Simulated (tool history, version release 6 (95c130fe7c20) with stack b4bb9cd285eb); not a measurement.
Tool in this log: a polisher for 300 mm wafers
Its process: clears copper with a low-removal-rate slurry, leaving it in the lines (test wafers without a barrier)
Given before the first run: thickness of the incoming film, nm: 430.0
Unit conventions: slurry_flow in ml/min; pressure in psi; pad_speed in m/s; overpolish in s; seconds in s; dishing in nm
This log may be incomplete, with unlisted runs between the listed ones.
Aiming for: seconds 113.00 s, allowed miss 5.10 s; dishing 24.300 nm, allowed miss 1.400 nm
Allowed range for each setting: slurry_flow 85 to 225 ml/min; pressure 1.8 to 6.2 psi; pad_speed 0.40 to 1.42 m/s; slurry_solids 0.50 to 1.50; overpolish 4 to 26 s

run  hour  slurry_flow  pressure  pad_speed  slurry_solids  overpolish  seconds  dishing
  1   0.0          145       4.0       0.90           1.00          13   123.11   29.987
  2   3.9          150       4.1       0.90           1.00          12   125.88   29.791
  3  12.5          145       4.2       0.92           1.00          11   120.67   26.873
  4  13.7          145       5.0       0.92           1.00          11   104.83   30.578
  5  22.6          140       4.9       0.92           1.00          10   110.43   27.459
  6  25.4          165       4.9       0.92           1.00          10   106.84   29.073
  7  31.0          160       4.9       0.92           1.00          10   105.26   28.293
  8  32.3          155       4.9       0.92           1.00          10   108.49   27.325

Which single option among these 5 for the next run brings every result within its allowed miss of target? Just one does.
  A  33.6          210       3.6       0.94           0.90          12        ?        ?
  B  33.6          170       4.6       0.92           0.80           8        ?        ?
  C  33.6          135       4.2       0.98           1.05           9        ?        ?
  D  33.6          155       4.4       0.82           1.10          12        ?        ?
  E  33.6          155       4.6       1.00           0.95          11        ?        ?

move  seconds  dishing
   A   122.91   28.967
   B   113.42   21.774
   C   111.05   24.649
   D   123.51   28.998
   E   102.23   31.750
A: further off than the last run
B: moves the result that the last run missed by most past its target, out the other side
C: every result within its allowed miss
D: further off than the last run
E: further off than the last run
The right move is C.

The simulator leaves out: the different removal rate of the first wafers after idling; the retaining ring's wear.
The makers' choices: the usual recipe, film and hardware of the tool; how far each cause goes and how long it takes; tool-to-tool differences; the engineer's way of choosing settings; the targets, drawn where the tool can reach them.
